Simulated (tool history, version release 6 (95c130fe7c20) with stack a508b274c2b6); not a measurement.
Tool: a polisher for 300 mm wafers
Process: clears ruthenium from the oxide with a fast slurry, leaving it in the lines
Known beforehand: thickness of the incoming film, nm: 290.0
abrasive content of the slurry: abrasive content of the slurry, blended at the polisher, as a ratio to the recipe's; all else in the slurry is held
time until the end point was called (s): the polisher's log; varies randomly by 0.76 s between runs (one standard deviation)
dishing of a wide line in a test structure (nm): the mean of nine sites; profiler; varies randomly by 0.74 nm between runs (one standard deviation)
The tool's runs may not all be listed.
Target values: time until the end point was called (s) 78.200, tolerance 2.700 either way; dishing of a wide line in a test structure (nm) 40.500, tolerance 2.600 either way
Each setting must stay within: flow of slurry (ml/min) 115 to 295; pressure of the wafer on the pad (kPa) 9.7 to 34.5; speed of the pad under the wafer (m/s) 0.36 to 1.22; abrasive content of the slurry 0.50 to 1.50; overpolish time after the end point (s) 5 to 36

| run | hour | flow of slurry (ml/min) | pressure of the wafer on the pad (kPa) | speed of the pad under the wafer (m/s) | abrasive content of the slurry | overpolish time after the end point (s) | time until the end point was called (s) | dishing of a wide line in a test structure (nm) |
|---|---|---|---|---|---|---|---|---|
| 1 | 0.0 | 190 | 22.1 | 0.78 | 1.00 | 18 | 75.520 | 56.202 |
| 2 | 8.8 | 190 | 22.1 | 0.78 | 1.00 | 16 | 74.282 | 49.367 |
| 3 | 13.3 | 190 | 22.1 | 0.78 | 1.00 | 21 | 75.879 | 64.545 |
| 4 | 16.0 | 190 | 21.4 | 0.78 | 1.00 | 18 | 78.074 | 54.331 |
| 5 | 24.4 | 190 | 26.2 | 0.78 | 1.00 | 18 | 63.350 | 62.997 |
| 6 | 27.6 | 190 | 24.1 | 0.78 | 1.00 | 18 | 69.747 | 58.841 |
| 7 | 32.1 | 190 | 23.4 | 0.78 | 1.00 | 16 | 72.627 | 53.288 |
| 8 | 38.8 | 190 | 22.8 | 0.78 | 1.00 | 14 | 72.405 | 46.477 |
| 9 | 44.8 | 185 | 22.1 | 0.78 | 1.00 | 14 | 76.947 | 44.725 |
|  | 47.7 | worn pad replaced by a new one |
| 10 | 47.7 | 185 | 22.1 | 0.78 | 1.00 | 13 | 65.454 | 45.874 |
| 11 | 49.4 | 205 | 21.4 | 0.78 | 1.00 | 13 | 67.055 | 46.711 |
| 12 | 54.0 | 195 | 21.4 | 0.78 | 1.00 | 13 | 67.815 | 46.785 |
| 13 | 59.9 | 185 | 21.4 | 0.78 | 1.00 | 13 | 67.927 | 43.854 |
| 14 | 65.6 | 185 | 20.0 | 0.78 | 1.00 | 13 | 73.707 | 42.792 |
| 15 | 68.8 | 180 | 20.0 | 0.78 | 1.00 | 13 | 73.888 | 42.537 |
| 16 | 75.7 | 175 | 20.0 | 0.78 | 1.00 | 13 | 75.236 | 42.585 |
| 17 | 80.4 | 170 | 20.0 | 0.78 | 1.00 | 13 | 74.076 | 42.698 |

Below are 4 possible settings for the next run. Only one of them brings all results inside the allowed miss of their targets. Which is it?
| A | 85.1 | 170 | 18.6 | 0.92 | 1.00 | 12 | ? | ? |
| B | 85.1 | 160 | 18.6 | 0.74 | 1.40 | 15 | ? | ? |
| C | 85.1 | 175 | 17.9 | 0.92 | 0.95 | 12 | ? | ? |
| D | 85.1 | 140 | 18.6 | 0.82 | 1.05 | 13 | ? | ? |

| move | time until the end point was called (s) | dishing of a wide line in a test structure (nm) |
|---|---|---|
| A | 70.644 | 41.104 |
| B | 74.841 | 47.545 |
| C | 74.375 | 39.259 |
| D | 78.864 | 40.018 |
A: misses by more than the last run did
B: misses by more than the last run did
C: closer than the last run, but not yet in spec
D: in spec on every target
Go with D: it meets all targets.
